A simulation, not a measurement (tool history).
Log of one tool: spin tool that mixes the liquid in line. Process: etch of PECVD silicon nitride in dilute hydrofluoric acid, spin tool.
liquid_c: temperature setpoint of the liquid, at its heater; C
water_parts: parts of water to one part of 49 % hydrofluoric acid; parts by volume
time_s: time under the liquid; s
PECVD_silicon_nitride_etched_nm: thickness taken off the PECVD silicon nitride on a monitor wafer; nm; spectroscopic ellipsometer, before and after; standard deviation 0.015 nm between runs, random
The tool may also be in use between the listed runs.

run  hour  liquid_c  water_parts  time_s  PECVD_silicon_nitride_etched_nm
  1   0.0      21.0          215      55                          0.45745
  2   5.5      21.0          170      55                          0.58983
  3  11.1      21.0          215      55                          0.47759
  4  16.2      19.5          215      55                          0.42443
  5  16.9      19.5          215      55                          0.42402
  6  24.3      19.5          215      55                          0.41134
  7  32.8      22.0          210      55                          0.51099

What does the tool deliver on the next run?
  8  40.4      22.0          210      55                                ?

For run 8 the tool returned PECVD_silicon_nitride_etched_nm 0.50903 nm.

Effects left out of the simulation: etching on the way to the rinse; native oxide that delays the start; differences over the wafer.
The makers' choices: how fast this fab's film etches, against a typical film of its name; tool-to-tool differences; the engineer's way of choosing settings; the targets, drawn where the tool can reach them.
